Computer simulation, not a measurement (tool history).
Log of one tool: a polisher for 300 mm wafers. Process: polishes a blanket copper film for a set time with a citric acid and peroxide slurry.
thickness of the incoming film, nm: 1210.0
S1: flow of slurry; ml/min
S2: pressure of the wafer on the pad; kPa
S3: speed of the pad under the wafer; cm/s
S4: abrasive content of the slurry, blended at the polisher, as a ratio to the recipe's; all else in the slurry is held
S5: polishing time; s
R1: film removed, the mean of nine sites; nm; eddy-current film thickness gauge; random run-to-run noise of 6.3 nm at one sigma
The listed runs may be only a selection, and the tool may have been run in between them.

run  hour   S1    S2   S3  S4  S5      R1
  1     0  315  22.8  108   1  88  264.13
  2   5.1  360  22.8  108   1  88  259.77
  3   9.8  360  24.8  110   1  88   289.3
  4    13  285  24.8  110   1  88   290.9
  5  19.2  285  22.8  110   1  88   266.7
  6  23.4  285  24.8  112   1  88   294.3
  7  27.5  285  26.9  114   1  88  325.61

Expected results for the next run?
  8  30.4  285  28.3  116   1  88   ?

{"run 8": {"R1": 339.19}}
